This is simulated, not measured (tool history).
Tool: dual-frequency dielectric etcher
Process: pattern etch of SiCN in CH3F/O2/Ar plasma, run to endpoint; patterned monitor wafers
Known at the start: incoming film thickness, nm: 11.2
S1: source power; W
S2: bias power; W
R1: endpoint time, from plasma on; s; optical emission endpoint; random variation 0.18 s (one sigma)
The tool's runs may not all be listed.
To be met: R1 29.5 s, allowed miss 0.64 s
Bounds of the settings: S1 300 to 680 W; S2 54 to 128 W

| run | day | S1 | S2 | R1 |
|---|---|---|---|---|
| 1 | 0 | 490 | 91 | 23.563 |
| 2 | 0.029 | 490 | 77 | 24.896 |
| 3 | 0.058 | 490 | 83 | 24.346 |
| 4 | 0.392 | 490 | 98 | 22.48 |
| 5 | 0.433 | 560 | 98 | 21.632 |
|  | 0.546 | wet clean of the chamber |
| 6 | 0.546 | 600 | 98 | 21.798 |
| 7 | 0.875 | 540 | 89 | 23.328 |
| 8 | 0.925 | 510 | 82 | 24.456 |
| 9 | 1.096 | 490 | 76 | 25.75 |
| 10 | 1.175 | 470 | 73 | 26.601 |
| 11 | 1.229 | 450 | 72 | 27.392 |
| 12 | 1.379 | 440 | 72 | 27.476 |
| 13 | 1.596 | 430 | 72 | 27.616 |
| 14 | 1.829 | 420 | 72 | 27.939 |
| 15 | 2.162 | 410 | 72 | 28.234 |
| 16 | 2.296 | 400 | 72 | 28.656 |
| 17 | 2.346 | 400 | 72 | 28.434 |
| 18 | 2.429 | 390 | 72 | 28.79 |

4 next moves are on the table. One of them brings every result within its allowed miss. Which?
| A | 2.512 | 340 | 92 | ? |
| B | 2.512 | 350 | 67 | ? |
| C | 2.512 | 350 | 63 | ? |
| D | 2.512 | 320 | 80 | ? |

| move | R1 |
|---|---|
| A | 27.131 |
| B | 30.526 |
| C | 31.284 |
| D | 29.407 |
A: further off than the last run
B: takes the result that was furthest off past its target
C: takes the result that was furthest off past its target
D: meets every target
Move D is the one to make.
